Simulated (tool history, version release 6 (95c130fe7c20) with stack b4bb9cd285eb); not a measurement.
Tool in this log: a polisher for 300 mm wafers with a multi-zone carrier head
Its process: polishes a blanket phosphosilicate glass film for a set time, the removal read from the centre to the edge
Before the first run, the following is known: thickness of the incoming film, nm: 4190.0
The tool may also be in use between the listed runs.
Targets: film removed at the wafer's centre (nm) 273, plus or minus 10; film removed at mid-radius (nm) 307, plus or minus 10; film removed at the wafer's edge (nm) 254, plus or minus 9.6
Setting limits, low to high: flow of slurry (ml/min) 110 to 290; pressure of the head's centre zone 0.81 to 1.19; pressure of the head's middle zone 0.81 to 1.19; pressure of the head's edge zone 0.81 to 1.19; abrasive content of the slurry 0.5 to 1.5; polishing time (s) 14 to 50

run,hour,flow of slurry (ml/min),pressure of the head's centre zone,pressure of the head's middle zone,pressure of the head's edge zone,abrasive content of the slurry,polishing time (s),film removed at the wafer's centre (nm),film removed at mid-radius (nm),film removed at the wafer's edge (nm)
1,0,185,1,1,1,1,32,266.19,263.16,258.22
2,5.3,185,1,1,0.94,1,32,265.36,263.99,259.44
3,10,205,1.01,1.06,0.94,0.95,32,264.74,271.81,246.34
4,13.2,205,1.01,1.06,0.91,0.95,32,268.29,270.6,248.77
5,14.1,205,1.01,1.06,0.84,0.95,32,261.35,269.15,240.32
6,17.1,215,1,1.09,0.86,1,32,272.13,286.55,248.21
7,18.4,220,0.99,1.1,0.87,1,32,269.81,296.34,256.36
8,24.6,225,0.99,1.11,0.86,1,32,276.21,295.52,251.35

Which one of the following 5 next-run settings gets every result inside its allowed miss? There is exactly one.
A,30.8,290,1.07,1.18,0.92,0.9,33,?,?,?
B,30.8,235,0.99,1.06,0.86,0.8,37,?,?,?
C,30.8,260,0.98,1.15,0.87,1,32,?,?,?
D,30.8,225,1.03,1.08,0.85,0.95,32,?,?,?
E,30.8,205,1.04,1.12,0.81,0.85,37,?,?,?

move,film removed at the wafer's centre (nm),film removed at mid-radius (nm),film removed at the wafer's edge (nm)
A,292.44,309.03,258.44
B,270.31,283.14,254.13
C,274.31,310.44,260.12
D,273.51,279.75,246.34
E,291.37,304.77,256.09
A: gets the furthest-off result to its target, but another result is out of tolerance
B: lands further from the targets than the last run did
C: every result lands within tolerance
D: lands further from the targets than the last run did
E: gets the furthest-off result to its target, but another result is out of tolerance
So the answer is move C, the one that meets all the targets.
